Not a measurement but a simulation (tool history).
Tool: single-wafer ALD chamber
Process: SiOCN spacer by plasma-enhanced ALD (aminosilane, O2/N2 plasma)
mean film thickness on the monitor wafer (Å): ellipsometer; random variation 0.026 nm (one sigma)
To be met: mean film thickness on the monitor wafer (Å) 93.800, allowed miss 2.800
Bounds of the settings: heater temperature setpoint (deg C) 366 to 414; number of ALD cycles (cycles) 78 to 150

run,hour,heater temperature setpoint (deg C),number of ALD cycles (cycles),mean film thickness on the monitor wafer (Å)
1,0.0,390,114,74.155
2,9.1,390,120,77.853
3,13.6,390,130,84.823
4,19.6,390,124,80.619
5,28.2,400,124,79.820
# hour 33.1: thermocouple changed; heater temperature recalibrated
6,33.1,407,124,79.688
7,41.1,407,129,83.004
8,44.5,407,132,84.282
9,48.2,407,135,86.339
10,55.3,407,138,88.737
11,62.4,407,140,89.919

Which of these 4 next moves meets every target?
A,69.5,410,138,?
B,69.5,406,146,?
C,69.5,409,135,?
D,69.5,406,133,?

move,mean film thickness on the monitor wafer (Å)
A,87.931
B,94.034
C,86.252
D,85.661
A: further off than the last run
B: meets every target
C: further off than the last run
D: further off than the last run
The right move is B.
